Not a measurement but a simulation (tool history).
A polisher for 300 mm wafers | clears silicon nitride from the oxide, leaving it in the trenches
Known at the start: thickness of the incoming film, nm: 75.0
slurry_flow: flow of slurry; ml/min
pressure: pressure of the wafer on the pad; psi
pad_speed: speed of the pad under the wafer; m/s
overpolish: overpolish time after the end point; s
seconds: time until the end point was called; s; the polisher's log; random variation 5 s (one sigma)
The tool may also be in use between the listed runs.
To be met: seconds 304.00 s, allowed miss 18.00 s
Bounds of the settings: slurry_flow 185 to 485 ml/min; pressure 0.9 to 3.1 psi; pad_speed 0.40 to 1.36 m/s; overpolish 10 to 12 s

run	hour	slurry_flow	pressure	pad_speed	overpolish	seconds
1	0.0	310	2.0	0.88	12	143.84
2	7.4	375	2.0	0.88	12	137.99
3	12.8	375	1.9	0.86	12	154.89
4	14.9	375	1.9	0.66	12	183.52
5	18.2	375	2.1	0.66	12	161.41
6	23.1	425	2.1	0.66	12	161.72
7	28.3	425	2.0	0.66	12	179.46
8	32.2	425	1.9	0.66	12	184.76
9	38.4	425	1.8	0.66	12	189.24
10	42.1	425	1.7	0.64	12	208.84
11	47.2	425	1.6	0.64	12	226.83
12	48.7	425	1.5	0.64	12	234.58

Which of these 4 next moves meets every target?
A	50.2	355	1.3	0.56	10	?
B	50.2	445	1.4	0.40	12	?
C	50.2	450	1.6	0.80	10	?
D	50.2	340	1.1	0.86	12	?

move	seconds
A	296.37
B	339.10
C	184.77
D	254.18
A: meets every target
B: takes the result that was furthest off past its target
C: further off than the last run
D: nearer than the last run, and not there yet
The right move is A.
